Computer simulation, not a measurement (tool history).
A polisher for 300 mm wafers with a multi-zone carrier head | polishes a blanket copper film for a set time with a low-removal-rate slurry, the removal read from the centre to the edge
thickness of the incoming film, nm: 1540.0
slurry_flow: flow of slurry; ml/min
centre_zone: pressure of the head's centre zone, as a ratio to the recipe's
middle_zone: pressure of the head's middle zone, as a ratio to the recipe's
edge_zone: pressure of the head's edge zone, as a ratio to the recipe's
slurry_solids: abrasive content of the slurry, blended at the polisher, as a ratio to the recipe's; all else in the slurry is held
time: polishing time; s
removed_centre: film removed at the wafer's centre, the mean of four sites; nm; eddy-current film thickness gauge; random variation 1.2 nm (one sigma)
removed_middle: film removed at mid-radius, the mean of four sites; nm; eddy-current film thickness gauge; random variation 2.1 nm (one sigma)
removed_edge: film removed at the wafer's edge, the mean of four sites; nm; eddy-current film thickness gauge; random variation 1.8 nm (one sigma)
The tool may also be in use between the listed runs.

run  hour  slurry_flow  centre_zone  middle_zone  edge_zone  slurry_solids  time  removed_centre  removed_middle  removed_edge
  1   0.0          200         1.00         1.00       1.00           1.00    40          112.16          119.82        114.63
  2   7.3          200         1.00         1.00       1.00           1.00    35           98.88          104.09        100.92
  3  13.2          205         1.02         0.99       1.03           1.10    37          108.49          111.93        110.56
  4  17.1          205         0.96         0.99       1.03           1.10    37          102.12          112.29        110.94
  5  24.6          205         0.96         0.99       0.97           1.10    37          100.54          111.50        107.85
  6  33.0          205         0.96         0.99       0.97           1.20    37          103.03          112.50        110.37
  7  34.7          210         0.98         0.99       1.00           1.25    39          112.17          120.02        119.45
  8  37.0          215         1.00         0.99       1.02           1.30    41          121.00          126.88        127.79
  9  44.5          220         1.02         0.99       1.04           1.35    43          130.11          134.53        136.17

Run 10 comes next. What will it give?
 10  48.8          225         1.04         0.99       1.06           1.35    45               ?               ?             ?

Run 10 gave removed_centre 140.00 nm, removed_middle 140.35 nm, removed_edge 141.97 nm.
